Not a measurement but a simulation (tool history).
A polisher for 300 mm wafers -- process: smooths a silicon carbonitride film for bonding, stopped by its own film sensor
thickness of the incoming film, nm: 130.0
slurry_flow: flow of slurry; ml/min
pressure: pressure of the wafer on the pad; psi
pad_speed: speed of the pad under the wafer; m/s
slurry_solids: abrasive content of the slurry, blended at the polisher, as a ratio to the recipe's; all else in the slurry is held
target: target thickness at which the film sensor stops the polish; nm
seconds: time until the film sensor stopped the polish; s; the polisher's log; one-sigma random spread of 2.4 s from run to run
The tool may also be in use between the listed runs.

run 1 hour=0 | slurry_flow=145 pressure=1.9 pad_speed=0.84 slurry_solids=1 target=116 | seconds=73.936
run 2 hour=3.7 | slurry_flow=145 pressure=1.7 pad_speed=0.8 slurry_solids=1 target=116 | seconds=86.485
run 3 hour=11.8 | slurry_flow=145 pressure=1.5 pad_speed=0.78 slurry_solids=1 target=116 | seconds=98.77
run 4 hour=18.6 | slurry_flow=145 pressure=1.4 pad_speed=0.76 slurry_solids=1 target=116 | seconds=108.82
run 5 hour=25.3 | slurry_flow=145 pressure=1.4 pad_speed=0.76 slurry_solids=1.1 target=116 | seconds=104.74
run 6 hour=26 | slurry_flow=145 pressure=1.3 pad_speed=0.74 slurry_solids=1.1 target=116 | seconds=113.16
run 7 hour=29.7 | slurry_flow=145 pressure=1.2 pad_speed=0.74 slurry_solids=1.1 target=116 | seconds=120.12
-- hour=30.9 slurry nozzle cleaned
run 8 hour=30.9 | slurry_flow=145 pressure=1.1 pad_speed=0.74 slurry_solids=1.1 target=116 | seconds=124.3

For run 9, what comes out?
run 9 hour=32.3 | slurry_flow=140 pressure=0.9 pad_speed=0.64 slurry_solids=1.1 target=116 | seconds=?

seconds: 173.59 s
